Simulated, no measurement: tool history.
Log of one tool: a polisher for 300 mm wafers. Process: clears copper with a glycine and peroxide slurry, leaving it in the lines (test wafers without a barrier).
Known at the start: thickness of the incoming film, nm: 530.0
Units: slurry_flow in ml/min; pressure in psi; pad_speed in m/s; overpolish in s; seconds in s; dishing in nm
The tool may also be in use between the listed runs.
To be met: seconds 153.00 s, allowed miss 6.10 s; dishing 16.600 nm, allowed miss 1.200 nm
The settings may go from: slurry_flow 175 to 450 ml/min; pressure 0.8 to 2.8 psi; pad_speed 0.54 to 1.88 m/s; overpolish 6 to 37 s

run	hour	slurry_flow	pressure	pad_speed	overpolish	seconds	dishing
1	0.0	290	1.8	1.20	19	131.86	51.672
2	9.0	280	1.7	1.24	18	128.78	46.482
3	10.3	280	1.7	1.24	14	129.15	39.432
4	17.1	270	1.6	1.26	13	136.95	36.515
5	24.0	270	1.6	1.26	19	135.18	46.090
6	30.3	260	1.5	1.30	18	140.28	44.376
7	38.1	255	1.4	1.34	17	140.91	41.117
8	46.6	245	1.3	1.36	16	150.15	38.220
9	55.1	325	0.8	1.48	7	186.39	15.629
10	58.8	330	0.8	1.50	7	184.90	15.864
11	66.4	340	0.8	1.52	7	186.69	15.502
12	71.9	345	0.8	1.54	7	184.26	15.815
13	74.0	265	1.1	1.70	6	138.34	17.509
14	81.9	265	0.9	1.70	7	159.14	17.746

Which of these 4 next moves meets every target?
A	89.8	175	1.1	1.62	7	?	?
B	89.8	260	0.8	1.76	8	?	?
C	89.8	285	1.1	1.52	6	?	?
D	89.8	275	1.2	1.26	8	?	?

move	seconds	dishing
A	149.12	18.548
B	165.84	18.719
C	149.72	16.145
D	162.85	19.464
A: brings the result that was furthest off to its target, and leaves another outside
B: further off than the last run
C: meets every target
D: further off than the last run
Answer: C
